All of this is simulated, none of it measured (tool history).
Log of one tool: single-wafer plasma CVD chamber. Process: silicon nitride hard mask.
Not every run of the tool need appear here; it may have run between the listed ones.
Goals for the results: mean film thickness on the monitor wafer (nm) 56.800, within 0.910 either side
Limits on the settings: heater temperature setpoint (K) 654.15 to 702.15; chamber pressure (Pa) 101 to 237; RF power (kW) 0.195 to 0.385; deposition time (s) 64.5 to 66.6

| run | hour | heater temperature setpoint (K) | chamber pressure (Pa) | RF power (kW) | deposition time (s) | mean film thickness on the monitor wafer (nm) |
|---|---|---|---|---|---|---|
| 1 | 0.0 | 678.15 | 169 | 0.290 | 64.5 | 69.791 |
| 2 | 7.5 | 678.15 | 169 | 0.320 | 64.5 | 74.275 |
| 3 | 16.4 | 678.15 | 195 | 0.320 | 64.5 | 76.481 |
| 4 | 17.5 | 678.15 | 187 | 0.310 | 64.5 | 74.590 |
| 5 | 23.4 | 678.15 | 187 | 0.310 | 66.6 | 77.201 |
| 6 | 26.3 | 678.15 | 161 | 0.310 | 66.6 | 74.288 |
| 7 | 29.7 | 678.15 | 156 | 0.300 | 66.5 | 71.960 |
| 8 | 36.2 | 678.15 | 151 | 0.290 | 66.4 | 69.346 |
| 9 | 41.6 | 678.15 | 145 | 0.285 | 66.3 | 68.313 |
| 10 | 48.7 | 678.15 | 141 | 0.280 | 66.2 | 66.992 |
| 11 | 54.1 | 678.15 | 108 | 0.235 | 65.8 | 55.606 |

Which single option among these 5 for the next run brings every result within its allowed miss of target? Just one does.
| A | 59.5 | 673.15 | 103 | 0.215 | 66.6 | ? |
| B | 59.5 | 691.15 | 107 | 0.225 | 66.1 | ? |
| C | 59.5 | 685.15 | 112 | 0.230 | 64.5 | ? |
| D | 59.5 | 685.15 | 105 | 0.230 | 64.9 | ? |
| E | 59.5 | 682.15 | 120 | 0.230 | 65.9 | ? |

| move | mean film thickness on the monitor wafer (nm) |
|---|---|
| A | 52.725 |
| B | 54.015 |
| C | 54.300 |
| D | 53.660 |
| E | 56.643 |
A: misses by more than the last run did
B: misses by more than the last run did
C: misses by more than the last run did
D: misses by more than the last run did
E: meets every target
Move E is the one to make.
